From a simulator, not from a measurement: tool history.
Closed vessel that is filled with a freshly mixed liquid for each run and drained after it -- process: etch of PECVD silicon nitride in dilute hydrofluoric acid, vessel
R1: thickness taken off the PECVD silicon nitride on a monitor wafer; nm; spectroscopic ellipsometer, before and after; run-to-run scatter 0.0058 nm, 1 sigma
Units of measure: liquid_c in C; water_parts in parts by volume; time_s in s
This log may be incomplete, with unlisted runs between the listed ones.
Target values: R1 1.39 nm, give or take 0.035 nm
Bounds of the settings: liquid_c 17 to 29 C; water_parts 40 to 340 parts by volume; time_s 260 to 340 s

{"run": 1, "day": 0.0, "liquid_c": 21, "water_parts": 190, "time_s": 340, "R1": 2.9094}
{"run": 2, "day": 0.021, "liquid_c": 23, "water_parts": 190, "time_s": 340, "R1": 3.3077}
{"run": 3, "day": 0.125, "liquid_c": 22.5, "water_parts": 200, "time_s": 340, "R1": 3.0655}
{"run": 4, "day": 0.292, "liquid_c": 22, "water_parts": 210, "time_s": 340, "R1": 2.8034}
{"run": 5, "day": 0.508, "liquid_c": 22, "water_parts": 280, "time_s": 340, "R1": 2.1122}
{"run": 6, "day": 0.692, "liquid_c": 22, "water_parts": 255, "time_s": 340, "R1": 2.3118}
{"run": 7, "day": 0.733, "liquid_c": 21.5, "water_parts": 260, "time_s": 340, "R1": 2.2077}
{"day": 1.05, "done": "thermometer replaced"}
{"run": 8, "day": 1.05, "liquid_c": 21, "water_parts": 265, "time_s": 340, "R1": 1.9282}
{"run": 9, "day": 1.404, "liquid_c": 20.5, "water_parts": 265, "time_s": 340, "R1": 1.8689}
{"run": 10, "day": 1.625, "liquid_c": 20, "water_parts": 265, "time_s": 340, "R1": 1.8036}
{"run": 11, "day": 1.933, "liquid_c": 19.5, "water_parts": 265, "time_s": 340, "R1": 1.7399}
{"run": 12, "day": 2.062, "liquid_c": 19, "water_parts": 265, "time_s": 340, "R1": 1.6822}

Exercise: of the 4 proposed moves below, exactly one satisfies all targets within the stated allowed misses. Which move is it?
{"run": "A", "day": 2.192, "liquid_c": 19, "water_parts": 265, "time_s": 305, "R1": "?"}
{"run": "B", "day": 2.192, "liquid_c": 17.5, "water_parts": 220, "time_s": 285, "R1": "?"}
{"run": "C", "day": 2.192, "liquid_c": 22.5, "water_parts": 315, "time_s": 340, "R1": "?"}
{"run": "D", "day": 2.192, "liquid_c": 17, "water_parts": 240, "time_s": 290, "R1": "?"}

move=A R1=1.5232
move=B R1=1.5419
move=C R1=1.7913
move=D R1=1.3964
A: nearer the targets than the last run, but a result is still out of spec
B: nearer the targets than the last run, but a result is still out of spec
C: lands further from the targets than the last run did
D: hits every target within its allowed miss
The right move is D.

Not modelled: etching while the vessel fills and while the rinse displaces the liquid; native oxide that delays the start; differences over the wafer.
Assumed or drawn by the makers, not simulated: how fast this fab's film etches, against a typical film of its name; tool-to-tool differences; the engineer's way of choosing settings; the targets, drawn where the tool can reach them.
